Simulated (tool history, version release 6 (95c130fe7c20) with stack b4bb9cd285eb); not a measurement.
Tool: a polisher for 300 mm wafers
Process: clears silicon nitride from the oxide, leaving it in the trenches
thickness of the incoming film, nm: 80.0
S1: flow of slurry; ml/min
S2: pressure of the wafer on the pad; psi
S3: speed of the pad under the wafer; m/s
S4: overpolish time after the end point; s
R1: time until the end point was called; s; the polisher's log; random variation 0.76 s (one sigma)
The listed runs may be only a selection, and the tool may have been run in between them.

run  hour   S1   S2    S3  S4      R1
  1     0  290    3  1.08  34  77.215
  2   1.4  260    3  1.08  34  79.833
  3   6.8  260    3  0.98  34  83.391
  4   9.8  260  2.6  0.98  34  94.703
  5  15.6  225  2.6  0.98  34  95.918
  6  22.8  225  2.9     1  34  85.767

The next listed run, before its measurement:
  7  24.4  225  3.1   1  34   ?

{"run 7": {"R1": 78.991}}
